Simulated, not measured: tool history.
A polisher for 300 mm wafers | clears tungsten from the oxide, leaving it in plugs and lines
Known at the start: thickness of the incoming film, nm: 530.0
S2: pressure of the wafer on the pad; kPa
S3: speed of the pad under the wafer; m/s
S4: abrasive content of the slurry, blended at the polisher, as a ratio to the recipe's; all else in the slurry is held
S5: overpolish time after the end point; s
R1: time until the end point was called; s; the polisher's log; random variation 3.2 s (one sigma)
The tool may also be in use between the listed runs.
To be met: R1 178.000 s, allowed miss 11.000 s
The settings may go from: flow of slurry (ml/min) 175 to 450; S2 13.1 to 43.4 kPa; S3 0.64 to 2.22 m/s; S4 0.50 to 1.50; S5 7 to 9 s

Run 1, hour 0.0: flow of slurry (ml/min) 290, S2 28.3 kPa, S3 1.42 m/s, S4 1.00, S5 9 s. Result: R1 89.614 s.
Run 2, hour 3.7: flow of slurry (ml/min) 290, S2 28.3 kPa, S3 1.56 m/s, S4 1.00, S5 9 s. Result: R1 81.037 s.
Run 3, hour 4.6: flow of slurry (ml/min) 290, S2 31.0 kPa, S3 1.56 m/s, S4 1.00, S5 9 s. Result: R1 71.237 s.
Run 4, hour 6.1: flow of slurry (ml/min) 325, S2 31.0 kPa, S3 1.56 m/s, S4 1.00, S5 9 s. Result: R1 75.534 s.
Run 5, hour 10.1: flow of slurry (ml/min) 325, S2 37.9 kPa, S3 1.56 m/s, S4 1.00, S5 9 s. Result: R1 60.368 s.
At hour 18.9: slurry nozzle cleaned.
Run 6, hour 18.9: flow of slurry (ml/min) 325, S2 34.5 kPa, S3 1.48 m/s, S4 1.00, S5 9 s. Result: R1 64.325 s.
Run 7, hour 25.1: flow of slurry (ml/min) 315, S2 31.0 kPa, S3 1.40 m/s, S4 1.00, S5 9 s. Result: R1 75.804 s.
Run 8, hour 31.3: flow of slurry (ml/min) 305, S2 28.3 kPa, S3 1.30 m/s, S4 0.95, S5 9 s. Result: R1 88.609 s.
Run 9, hour 36.8: flow of slurry (ml/min) 300, S2 25.5 kPa, S3 1.22 m/s, S4 0.95, S5 9 s. Result: R1 102.050 s.
Run 10, hour 40.8: flow of slurry (ml/min) 300, S2 23.4 kPa, S3 1.16 m/s, S4 0.95, S5 9 s. Result: R1 120.770 s.
Run 11, hour 49.7: flow of slurry (ml/min) 300, S2 22.1 kPa, S3 1.14 m/s, S4 0.95, S5 9 s. Result: R1 126.920 s.
Run 12, hour 52.5: flow of slurry (ml/min) 300, S2 20.7 kPa, S3 1.12 m/s, S4 0.95, S5 9 s. Result: R1 137.620 s.

Which of these 5 next moves meets every target?
Run A, hour 55.3: flow of slurry (ml/min) 315, S2 14.5 kPa, S3 0.96 m/s, S4 0.80, S5 9 s. Result: R1 ?.
Run B, hour 55.3: flow of slurry (ml/min) 280, S2 23.4 kPa, S3 1.32 m/s, S4 0.85, S5 8 s. Result: R1 ?.
Run C, hour 55.3: flow of slurry (ml/min) 335, S2 13.1 kPa, S3 1.00 m/s, S4 0.85, S5 7 s. Result: R1 ?.
Run D, hour 55.3: flow of slurry (ml/min) 355, S2 13.8 kPa, S3 1.20 m/s, S4 1.20, S5 9 s. Result: R1 ?.
Run E, hour 55.3: flow of slurry (ml/min) 375, S2 24.1 kPa, S3 0.90 m/s, S4 0.85, S5 9 s. Result: R1 ?.

move       R1
   A  224.710
   B  110.810
   C  234.750
   D  177.700
   E  140.460
A: takes the result that was furthest off past its target
B: further off than the last run
C: takes the result that was furthest off past its target
D: meets every target
E: nearer than the last run, and not there yet
Move D is the one to make.
